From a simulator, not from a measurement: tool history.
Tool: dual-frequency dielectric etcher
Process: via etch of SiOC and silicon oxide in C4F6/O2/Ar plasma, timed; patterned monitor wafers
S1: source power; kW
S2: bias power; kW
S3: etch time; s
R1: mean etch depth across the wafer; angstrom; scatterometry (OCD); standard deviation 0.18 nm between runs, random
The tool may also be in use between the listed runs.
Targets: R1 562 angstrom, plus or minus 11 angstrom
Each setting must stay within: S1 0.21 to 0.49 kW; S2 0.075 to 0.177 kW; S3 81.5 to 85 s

run    day    S1     S2    S3      R1
  1      0  0.35  0.126  81.5  788.82
  2  0.171  0.31  0.126  81.5  742.33
  3  0.279  0.28  0.109  81.5  677.65
  4  0.638  0.28  0.109  81.5  672.53
  5  0.742  0.28  0.109  81.5  675.38
  6  1.062  0.26    0.1  81.5  634.52
  7    1.1  0.24  0.095  81.5  601.07
  8  1.262  0.23  0.093  81.5     583
  9  1.596  0.23  0.093  81.5  582.76

Exactly one of the 5 candidate moves below puts every result within its allowed miss. Which one?
  A  1.929  0.22  0.115  85   ?
  B  1.929  0.22  0.083  84   ?
  C  1.929  0.21   0.11  82   ?
  D  1.929  0.25  0.082  82   ?
  E  1.929  0.21  0.099  85   ?

move      R1
   A  631.32
   B  563.05
   C  585.63
   D  586.02
   E   586.9
A: further off than the last run
B: all results land within tolerance of their targets
C: further off than the last run
D: further off than the last run
E: further off than the last run
The move that meets every target is B.
